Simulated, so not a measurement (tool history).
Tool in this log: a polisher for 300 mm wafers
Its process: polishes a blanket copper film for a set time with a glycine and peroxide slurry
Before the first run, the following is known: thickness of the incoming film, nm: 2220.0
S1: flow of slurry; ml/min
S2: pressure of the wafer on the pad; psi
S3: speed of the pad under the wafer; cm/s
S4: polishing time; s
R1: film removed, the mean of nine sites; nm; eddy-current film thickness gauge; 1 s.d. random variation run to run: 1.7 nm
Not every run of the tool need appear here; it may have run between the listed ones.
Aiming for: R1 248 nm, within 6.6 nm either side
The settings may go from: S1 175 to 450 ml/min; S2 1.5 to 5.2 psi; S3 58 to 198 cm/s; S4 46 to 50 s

run  hour   S1   S2   S3  S4      R1
  1     0  290  3.3  128  50  397.24
  2   5.4  290  2.8  128  50  342.91
  3   6.4  290  3.2  128  50  392.62
  4   8.1  290  2.8  128  50  349.42
  5   9.1  290  2.5  128  50  315.14
  6  13.8  290  2.3  128  50  296.25
  7  17.4  290  2.1  128  50  274.67
  8    21  290    2  128  50  264.21

5 next moves are on the table. One of them brings every result within its allowed miss. Which?
  A  24.6  300  2.2  128  49   ?
  B  24.6  245  2.2  112  47   ?
  C  24.6  345  1.8  134  49   ?
  D  24.6  300  1.8  126  49   ?
  E  24.6  255  1.9  150  50   ?

move      R1
   A  281.91
   B  237.13
   C  251.65
   D  236.59
   E   285.5
A: further off than the last run
B: carries the result that was furthest off beyond its target, to the other side
C: in spec on every target
D: carries the result that was furthest off beyond its target, to the other side
E: further off than the last run
Answer: C
